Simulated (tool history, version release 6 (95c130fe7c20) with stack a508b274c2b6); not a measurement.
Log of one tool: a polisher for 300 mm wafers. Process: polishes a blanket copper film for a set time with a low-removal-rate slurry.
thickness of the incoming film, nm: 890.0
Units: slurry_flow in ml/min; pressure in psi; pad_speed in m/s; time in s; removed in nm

{"run": 1, "hour": 0.0, "slurry_flow": 235, "pressure": 2.8, "pad_speed": 1.12, "slurry_solids": 1.0, "time": 61, "removed": 172.74}
{"run": 2, "hour": 2.9, "slurry_flow": 235, "pressure": 2.5, "pad_speed": 1.12, "slurry_solids": 1.0, "time": 61, "removed": 157.24}
{"run": 3, "hour": 9.2, "slurry_flow": 235, "pressure": 2.5, "pad_speed": 1.12, "slurry_solids": 0.8, "time": 61, "removed": 150.55}
{"run": 4, "hour": 12.6, "slurry_flow": 235, "pressure": 2.5, "pad_speed": 1.12, "slurry_solids": 0.7, "time": 61, "removed": 150.98}
{"run": 5, "hour": 20.2, "slurry_flow": 235, "pressure": 2.3, "pad_speed": 1.12, "slurry_solids": 0.7, "time": 61, "removed": 141.86}
{"run": 6, "hour": 25.6, "slurry_flow": 215, "pressure": 2.3, "pad_speed": 1.12, "slurry_solids": 0.7, "time": 61, "removed": 139.82}
{"run": 7, "hour": 27.1, "slurry_flow": 215, "pressure": 2.1, "pad_speed": 1.12, "slurry_solids": 0.7, "time": 61, "removed": 130.3}

The next listed run, before its measurement:
{"run": 8, "hour": 35.6, "slurry_flow": 215, "pressure": 2.0, "pad_speed": 1.12, "slurry_solids": 0.7, "time": 61, "removed": "?"}

Run 8 gave removed 129.49 nm.

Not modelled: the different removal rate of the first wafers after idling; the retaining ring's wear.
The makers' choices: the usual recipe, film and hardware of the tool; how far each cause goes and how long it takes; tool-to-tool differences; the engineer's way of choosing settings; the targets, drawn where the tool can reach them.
